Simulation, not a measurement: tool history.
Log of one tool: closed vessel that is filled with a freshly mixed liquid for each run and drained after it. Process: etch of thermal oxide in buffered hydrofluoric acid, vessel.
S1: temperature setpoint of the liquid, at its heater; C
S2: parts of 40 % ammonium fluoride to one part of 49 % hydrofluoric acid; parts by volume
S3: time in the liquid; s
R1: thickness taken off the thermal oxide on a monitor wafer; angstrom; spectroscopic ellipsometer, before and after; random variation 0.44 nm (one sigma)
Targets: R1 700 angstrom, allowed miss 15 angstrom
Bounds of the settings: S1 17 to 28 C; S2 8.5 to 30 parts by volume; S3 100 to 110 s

run	day	S1	S2	S3	R1
1	0	20	23.5	100	403.95
2	0.088	18	23.5	100	358.32
3	0.433	20	23	100	408.31
4	0.679	22	22.5	100	469.86
5	0.762	22	22.5	110	516.36
6	1.092	22	17	110	655.49
7	1.221	22	17	110	658.43
8	1.483	22.5	17	110	669.78

Which of these 5 next moves meets every target?
A	1.746	22	14.5	100	?
B	1.746	20.5	15.5	110	?
C	1.746	25	19	100	?
D	1.746	24	17.5	105	?
E	1.746	19	14.5	105	?

move	R1
A	693.36
B	657.11
C	626.4
D	675.39
E	615.66
A: meets every target
B: further off than the last run
C: further off than the last run
D: nearer than the last run, and not there yet
E: further off than the last run
The right move is A.
